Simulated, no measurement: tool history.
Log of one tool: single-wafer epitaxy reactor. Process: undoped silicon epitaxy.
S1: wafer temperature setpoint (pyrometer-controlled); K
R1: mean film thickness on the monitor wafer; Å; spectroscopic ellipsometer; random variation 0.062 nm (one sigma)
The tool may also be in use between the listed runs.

Run 1, day 0: S1 903.15 K, deposition time (s) 195. Result: R1 204.87 Å.
Run 2, day 0.121: S1 899.15 K, deposition time (s) 195. Result: R1 188.03 Å.
Run 3, day 0.196: S1 899.15 K, deposition time (s) 169. Result: R1 163.98 Å.
Run 4, day 0.429: S1 900.15 K, deposition time (s) 169. Result: R1 167.28 Å.
Run 5, day 0.704: S1 900.15 K, deposition time (s) 187. Result: R1 184.61 Å.
Run 6, day 0.896: S1 893.15 K, deposition time (s) 187. Result: R1 161.29 Å.
Run 7, day 1.271: S1 894.15 K, deposition time (s) 187. Result: R1 164.65 Å.
Run 8, day 1.504: S1 895.15 K, deposition time (s) 187. Result: R1 168.33 Å.

The next listed run, before its measurement:
Run 9, day 1.654: S1 896.15 K, deposition time (s) 187. Result: R1 ?.

Run 9 gave R1 171.74 Å.
